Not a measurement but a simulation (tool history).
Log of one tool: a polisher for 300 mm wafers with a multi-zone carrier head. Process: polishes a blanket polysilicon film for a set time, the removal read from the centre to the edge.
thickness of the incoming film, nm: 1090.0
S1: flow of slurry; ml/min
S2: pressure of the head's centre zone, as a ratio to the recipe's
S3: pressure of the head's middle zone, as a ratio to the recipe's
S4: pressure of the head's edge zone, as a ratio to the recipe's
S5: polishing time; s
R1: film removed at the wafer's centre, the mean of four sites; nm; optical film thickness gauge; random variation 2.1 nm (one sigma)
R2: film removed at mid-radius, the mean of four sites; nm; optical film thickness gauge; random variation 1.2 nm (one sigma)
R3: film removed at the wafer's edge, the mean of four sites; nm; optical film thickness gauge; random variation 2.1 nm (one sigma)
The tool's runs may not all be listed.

run,day,S1,S2,S3,S4,S5,R1,R2,R3
1,0.000,195,1.00,1.00,1.00,41,325.81,340.14,332.14
2,0.104,195,1.00,1.04,1.00,41,337.24,351.61,334.81
3,0.379,195,1.00,1.04,1.00,45,369.19,388.58,362.21
4,0.479,180,0.98,0.98,0.95,38,300.05,310.99,298.96
5,0.596,180,0.94,0.98,0.95,38,296.72,307.44,301.57
6,0.804,165,0.91,0.95,0.95,33,240.25,258.35,258.37
7,1.125,155,0.90,0.91,0.94,31,226.04,230.33,241.97

Run 8 comes next. What will it give?
8,1.254,145,0.88,0.89,0.92,30,?,?,?

{"run 8": {"R1": 212.4, "R2": 219.23, "R3": 232.89}}
